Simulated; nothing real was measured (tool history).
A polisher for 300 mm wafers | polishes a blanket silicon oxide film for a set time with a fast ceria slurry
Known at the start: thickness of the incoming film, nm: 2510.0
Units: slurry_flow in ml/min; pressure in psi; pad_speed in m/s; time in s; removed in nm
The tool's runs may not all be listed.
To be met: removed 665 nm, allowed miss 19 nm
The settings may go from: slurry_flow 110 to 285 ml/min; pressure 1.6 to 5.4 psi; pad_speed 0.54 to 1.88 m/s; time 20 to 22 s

run,hour,slurry_flow,pressure,pad_speed,time,removed
1,0,180,3.5,1.2,22,473.99
2,6.1,185,3.7,1.2,22,490.83
3,10.6,185,4,1.2,22,522.55
4,13.2,185,4.4,1.2,22,573.68
5,15.4,155,4.4,1.2,22,561.25
6,18.5,165,4.5,1.2,22,575.15
7,25.9,175,4.6,1.2,22,592.42
8,29.6,180,4.7,1.2,22,606.86
9,31.6,185,4.8,1.2,22,612.42
10,34,185,4.9,1.2,22,632.38
11,40.2,185,5,1.2,22,641.36

5 next moves are on the table. One of them brings every result within its allowed miss. Which?
A,46.4,195,5,1.1,22,?
B,46.4,220,5.4,0.96,22,?
C,46.4,205,5.2,1.12,21,?
D,46.4,185,5.3,1.14,21,?
E,46.4,175,5.4,1.32,20,?

move,removed
A,601.59
B,596.23
C,604.93
D,615.82
E,656.31
A: further off than the last run
B: further off than the last run
C: further off than the last run
D: further off than the last run
E: meets every target
Move E is the one to make.

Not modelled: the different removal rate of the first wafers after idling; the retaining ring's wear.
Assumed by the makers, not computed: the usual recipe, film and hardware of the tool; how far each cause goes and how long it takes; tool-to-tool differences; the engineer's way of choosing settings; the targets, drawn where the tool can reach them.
